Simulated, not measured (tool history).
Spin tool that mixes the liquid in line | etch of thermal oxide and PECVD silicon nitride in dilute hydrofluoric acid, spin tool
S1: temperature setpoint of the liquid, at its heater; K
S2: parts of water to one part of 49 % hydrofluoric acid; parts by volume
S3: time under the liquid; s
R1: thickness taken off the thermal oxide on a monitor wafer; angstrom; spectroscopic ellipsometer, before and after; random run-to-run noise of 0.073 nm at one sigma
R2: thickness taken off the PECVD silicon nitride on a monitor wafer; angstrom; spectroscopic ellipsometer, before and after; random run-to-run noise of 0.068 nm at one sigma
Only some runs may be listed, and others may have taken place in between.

Run 1, day 0.000: S1 299.15 K, S2 95 parts by volume, S3 180 s. Result: R1 107.63 angstrom, R2 122.89 angstrom.
Run 2, day 0.196: S1 299.15 K, S2 90 parts by volume, S3 180 s. Result: R1 113.37 angstrom, R2 130.73 angstrom.
Run 3, day 0.404: S1 302.15 K, S2 90 parts by volume, S3 180 s. Result: R1 127.68 angstrom, R2 156.94 angstrom.
Run 4, day 0.467: S1 304.65 K, S2 90 parts by volume, S3 180 s. Result: R1 139.57 angstrom, R2 184.90 angstrom.
Run 5, day 0.621: S1 304.65 K, S2 115 parts by volume, S3 180 s. Result: R1 106.46 angstrom, R2 144.00 angstrom.
Run 6, day 0.850: S1 303.15 K, S2 105 parts by volume, S3 175 s. Result: R1 108.39 angstrom, R2 140.27 angstrom.
Run 7, day 0.988: S1 299.15 K, S2 65 parts by volume, S3 160 s. Result: R1 144.30 angstrom, R2 159.07 angstrom.
Run 8, day 1.125: S1 298.65 K, S2 70 parts by volume, S3 160 s. Result: R1 130.38 angstrom, R2 143.78 angstrom.
Run 9, day 1.321: S1 297.65 K, S2 75 parts by volume, S3 160 s. Result: R1 117.26 angstrom, R2 125.13 angstrom.
Run 10, day 1.608: S1 298.15 K, S2 75 parts by volume, S3 160 s. Result: R1 118.71 angstrom, R2 129.63 angstrom.

For run 11, what comes out?
Run 11, day 1.829: S1 298.15 K, S2 70 parts by volume, S3 160 s. Result: R1 ?, R2 ?.

R1: 128.00 angstrom
R2: 139.27 angstrom

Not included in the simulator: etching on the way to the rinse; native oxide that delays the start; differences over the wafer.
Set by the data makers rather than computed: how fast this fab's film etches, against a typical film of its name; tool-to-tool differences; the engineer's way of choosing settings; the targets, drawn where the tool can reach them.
